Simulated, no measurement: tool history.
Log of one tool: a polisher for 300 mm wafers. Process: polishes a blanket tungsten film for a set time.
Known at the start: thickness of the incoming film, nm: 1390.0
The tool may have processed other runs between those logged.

run	hour	flow of slurry (ml/min)	pressure of the wafer on the pad (psi)	speed of the pad under the wafer (cm/s)	abrasive content of the slurry	polishing time (s)	film removed (angstrom)
1	0.0	260	4.6	110	1.0	111	8128.5
2	4.4	260	5.1	110	1.0	111	8795.0
3	12.4	260	4.8	110	1.0	111	8266.9
4	20.5	260	4.6	110	1.0	111	8119.7
5	25.1	260	4.6	132	1.0	111	8839.5
6	27.2	260	4.4	132	1.0	111	8612.8

Estimate the outcome of run 7 from the log above:
7	33.2	260	4.2	132	1.0	111	?

film removed (angstrom): 8316.1

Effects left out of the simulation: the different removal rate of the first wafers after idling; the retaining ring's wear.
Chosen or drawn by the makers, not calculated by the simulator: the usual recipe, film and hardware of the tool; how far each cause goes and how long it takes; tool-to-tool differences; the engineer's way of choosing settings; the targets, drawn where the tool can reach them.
